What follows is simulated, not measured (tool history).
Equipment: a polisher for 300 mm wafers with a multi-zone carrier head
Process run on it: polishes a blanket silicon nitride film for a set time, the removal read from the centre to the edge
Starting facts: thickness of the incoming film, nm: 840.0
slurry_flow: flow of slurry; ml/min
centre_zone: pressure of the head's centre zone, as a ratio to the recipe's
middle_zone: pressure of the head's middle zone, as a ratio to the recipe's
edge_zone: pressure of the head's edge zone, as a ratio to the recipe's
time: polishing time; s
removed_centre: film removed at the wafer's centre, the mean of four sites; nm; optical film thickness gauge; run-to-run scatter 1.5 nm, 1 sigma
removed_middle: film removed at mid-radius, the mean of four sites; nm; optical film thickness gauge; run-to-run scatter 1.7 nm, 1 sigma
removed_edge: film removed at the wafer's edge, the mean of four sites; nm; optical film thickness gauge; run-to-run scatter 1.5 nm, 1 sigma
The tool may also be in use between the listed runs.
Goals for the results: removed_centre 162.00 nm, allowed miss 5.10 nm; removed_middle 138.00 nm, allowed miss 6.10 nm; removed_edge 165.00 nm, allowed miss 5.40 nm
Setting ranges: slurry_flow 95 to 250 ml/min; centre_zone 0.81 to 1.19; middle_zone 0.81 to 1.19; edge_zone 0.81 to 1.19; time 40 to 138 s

run 1 hour=0.0 | slurry_flow=160 centre_zone=1.00 middle_zone=1.00 edge_zone=1.00 time=88 | removed_centre=159.74 removed_middle=177.19 removed_edge=175.22
run 2 hour=1.6 | slurry_flow=185 centre_zone=1.00 middle_zone=1.00 edge_zone=1.00 time=88 | removed_centre=167.81 removed_middle=177.29 removed_edge=181.77
run 3 hour=6.3 | slurry_flow=185 centre_zone=1.00 middle_zone=1.00 edge_zone=1.08 time=88 | removed_centre=167.12 removed_middle=181.59 removed_edge=186.21
run 4 hour=14.4 | slurry_flow=185 centre_zone=1.01 middle_zone=0.98 edge_zone=1.07 time=87 | removed_centre=167.26 removed_middle=173.42 removed_edge=182.73
run 5 hour=19.4 | slurry_flow=180 centre_zone=1.01 middle_zone=0.96 edge_zone=1.06 time=87 | removed_centre=163.73 removed_middle=170.72 removed_edge=184.11
run 6 hour=25.0 | slurry_flow=180 centre_zone=1.02 middle_zone=0.95 edge_zone=1.05 time=86 | removed_centre=165.05 removed_middle=164.81 removed_edge=181.28
-- hour=25.8 centre zone pressure recalibrated
run 7 hour=25.8 | slurry_flow=180 centre_zone=1.03 middle_zone=0.94 edge_zone=1.04 time=85 | removed_centre=177.69 removed_middle=162.49 removed_edge=178.19
run 8 hour=27.8 | slurry_flow=175 centre_zone=1.03 middle_zone=0.93 edge_zone=1.04 time=84 | removed_centre=173.69 removed_middle=159.41 removed_edge=174.76

Of the 5 settings listed for the next run, only one would bring every result within its allowed miss of target. Which one?
run A hour=29.8 | slurry_flow=165 centre_zone=1.05 middle_zone=0.87 edge_zone=1.14 time=77 | removed_centre=? removed_middle=? removed_edge=?
run B hour=29.8 | slurry_flow=105 centre_zone=1.19 middle_zone=1.06 edge_zone=0.89 time=92 | removed_centre=? removed_middle=? removed_edge=?
run C hour=29.8 | slurry_flow=165 centre_zone=1.16 middle_zone=0.90 edge_zone=1.02 time=75 | removed_centre=? removed_middle=? removed_edge=?
run D hour=29.8 | slurry_flow=145 centre_zone=1.12 middle_zone=0.95 edge_zone=1.08 time=88 | removed_centre=? removed_middle=? removed_edge=?
run E hour=29.8 | slurry_flow=205 centre_zone=1.13 middle_zone=1.02 edge_zone=1.03 time=75 | removed_centre=? removed_middle=? removed_edge=?

move=A removed_centre=157.64 removed_middle=139.03 removed_edge=165.00
move=B removed_centre=192.28 removed_middle=174.45 removed_edge=163.29
move=C removed_centre=169.78 removed_middle=138.65 removed_edge=151.95
move=D removed_centre=187.41 removed_middle=165.28 removed_edge=180.27
move=E removed_centre=171.75 removed_middle=156.98 removed_edge=156.23
A: every result within its allowed miss
B: further off than the last run
C: brings the last run's worst result on target, with another outside its allowed miss
D: further off than the last run
E: nearer the targets than the last run, but a result is still out of spec
Move A is the one to make.

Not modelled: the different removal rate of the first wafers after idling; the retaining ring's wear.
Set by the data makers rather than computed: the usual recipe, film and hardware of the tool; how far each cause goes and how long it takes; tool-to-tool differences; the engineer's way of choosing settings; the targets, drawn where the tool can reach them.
